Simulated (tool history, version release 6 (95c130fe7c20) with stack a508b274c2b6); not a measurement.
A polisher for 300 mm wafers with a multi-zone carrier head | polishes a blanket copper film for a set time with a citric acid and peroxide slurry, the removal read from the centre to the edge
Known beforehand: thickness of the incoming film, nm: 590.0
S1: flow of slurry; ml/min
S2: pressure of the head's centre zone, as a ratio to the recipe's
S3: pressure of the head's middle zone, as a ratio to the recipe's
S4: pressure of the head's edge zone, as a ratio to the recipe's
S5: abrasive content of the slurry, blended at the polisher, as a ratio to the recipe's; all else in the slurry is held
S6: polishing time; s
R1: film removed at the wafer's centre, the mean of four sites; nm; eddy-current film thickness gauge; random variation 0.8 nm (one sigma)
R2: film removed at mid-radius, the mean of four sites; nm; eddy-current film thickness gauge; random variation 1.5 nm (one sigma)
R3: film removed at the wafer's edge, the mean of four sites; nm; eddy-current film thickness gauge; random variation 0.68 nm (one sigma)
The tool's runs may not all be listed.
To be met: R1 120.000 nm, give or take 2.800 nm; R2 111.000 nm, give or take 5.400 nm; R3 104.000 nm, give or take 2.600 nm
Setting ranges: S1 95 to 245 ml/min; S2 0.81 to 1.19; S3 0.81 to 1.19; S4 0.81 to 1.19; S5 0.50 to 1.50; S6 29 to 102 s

Run 1, day 0.000: S1 155 ml/min, S2 1.00, S3 1.00, S4 1.00, S5 1.00, S6 65 s. Result: R1 96.752 nm, R2 97.621 nm, R3 98.588 nm.
Run 2, day 0.242: S1 170 ml/min, S2 1.02, S3 1.01, S4 1.00, S5 1.00, S6 65 s. Result: R1 101.560 nm, R2 98.567 nm, R3 98.636 nm.
Run 3, day 0.312: S1 180 ml/min, S2 1.03, S3 1.03, S4 1.01, S5 1.00, S6 65 s. Result: R1 102.370 nm, R2 103.030 nm, R3 97.979 nm.
Run 4, day 0.371: S1 180 ml/min, S2 1.03, S3 1.03, S4 1.01, S5 1.00, S6 72 s. Result: R1 115.830 nm, R2 115.410 nm, R3 110.020 nm.
Run 5, day 0.650: S1 180 ml/min, S2 1.04, S3 1.03, S4 1.00, S5 1.00, S6 72 s. Result: R1 115.760 nm, R2 112.840 nm, R3 108.900 nm.
Run 6, day 0.771: S1 180 ml/min, S2 0.96, S3 1.03, S4 1.00, S5 1.00, S6 72 s. Result: R1 105.090 nm, R2 109.550 nm, R3 110.530 nm.
Run 7, day 1.029: S1 190 ml/min, S2 0.97, S3 1.03, S4 0.98, S5 1.00, S6 72 s. Result: R1 108.070 nm, R2 112.810 nm, R3 109.160 nm.
Run 8, day 1.204: S1 195 ml/min, S2 0.98, S3 1.02, S4 0.97, S5 1.00, S6 72 s. Result: R1 109.340 nm, R2 113.400 nm, R3 109.530 nm.

Consider the 4 candidate settings below. Which is the only one whose results all fall within their allowed miss of target?
Run A, day 1.379: S1 200 ml/min, S2 0.92, S3 0.95, S4 0.90, S5 0.85, S6 81 s. Result: R1 ?, R2 ?, R3 ?.
Run B, day 1.379: S1 195 ml/min, S2 1.09, S3 1.01, S4 0.92, S5 1.00, S6 71 s. Result: R1 ?, R2 ?, R3 ?.
Run C, day 1.379: S1 185 ml/min, S2 1.03, S3 0.89, S4 1.04, S5 1.05, S6 74 s. Result: R1 ?, R2 ?, R3 ?.
Run D, day 1.379: S1 180 ml/min, S2 1.02, S3 0.98, S4 0.95, S5 0.75, S6 75 s. Result: R1 ?, R2 ?, R3 ?.

move       R1       R2       R3
   A  113.790  121.000  116.430
   B  121.210  113.270  105.610
   C  119.490  108.530  117.360
   D  113.240  110.940  107.480
A: the biggest miss grows against the last run
B: every result within its allowed miss
C: brings the last run's worst result on target, with another outside its allowed miss
D: closer than the last run, but not yet in spec
The right move is B.

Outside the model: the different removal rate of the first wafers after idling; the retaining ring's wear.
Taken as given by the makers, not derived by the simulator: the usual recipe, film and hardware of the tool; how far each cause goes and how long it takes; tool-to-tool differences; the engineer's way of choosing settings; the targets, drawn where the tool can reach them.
